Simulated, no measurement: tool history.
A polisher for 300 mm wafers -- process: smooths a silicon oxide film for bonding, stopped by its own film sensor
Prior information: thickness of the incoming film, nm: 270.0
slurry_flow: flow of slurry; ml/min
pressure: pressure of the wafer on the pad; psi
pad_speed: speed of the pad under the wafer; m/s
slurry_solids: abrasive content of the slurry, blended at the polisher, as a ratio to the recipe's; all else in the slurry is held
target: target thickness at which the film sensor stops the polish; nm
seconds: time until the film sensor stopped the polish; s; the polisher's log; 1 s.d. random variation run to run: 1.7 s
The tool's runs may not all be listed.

run,hour,slurry_flow,pressure,pad_speed,slurry_solids,target,seconds
1,0.0,265,2.8,0.74,1.0,204,95.839
2,3.0,265,3.2,0.74,1.0,204,90.074
3,3.9,265,2.9,0.72,1.0,204,97.184
4,6.7,265,2.7,0.72,1.0,204,101.230
5,12.9,265,2.7,0.72,1.0,204,99.377
6,13.9,265,2.5,0.70,1.0,204,107.170
7,18.7,265,2.4,0.70,1.0,204,109.120
8,26.4,265,2.3,0.70,1.0,204,112.270
9,31.5,265,2.2,0.70,1.0,204,114.400

Forecast run 10:
10,36.0,265,2.2,0.70,1.0,204,?

{"run 10": {"seconds": 117.36}}

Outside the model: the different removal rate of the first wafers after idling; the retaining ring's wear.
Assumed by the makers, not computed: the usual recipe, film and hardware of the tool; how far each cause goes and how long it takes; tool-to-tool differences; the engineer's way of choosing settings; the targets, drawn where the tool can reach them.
